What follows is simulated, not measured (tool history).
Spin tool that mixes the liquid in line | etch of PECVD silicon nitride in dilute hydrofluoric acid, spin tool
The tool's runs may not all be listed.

run  hour  temperature setpoint of the liquid (C)  parts of water to one part of 49 % hydrofluoric acid (parts by volume)  time under the liquid (s)  thickness taken off the PECVD silicon nitride on a monitor wafer (nm)
  1     0                                      23                                                                     100                         85                                                                 2.2464
  2   3.5                                      21                                                                     105                         85                                                                 1.8601
  3   5.3                                      20                                                                     110                         85                                                                 1.6449
  4  10.4                                      20                                                                     110                         85                                                                 1.6684
  5  18.5                                      19                                                                     115                         85                                                                  1.483
  6  19.7                                    18.5                                                                     120                         85                                                                 1.3785

Estimate the outcome of run 7 from the log above:
  7  23.8                                      18                                                                     120                         85                                                                      ?

thickness taken off the PECVD silicon nitride on a monitor wafer (nm): 1.3353
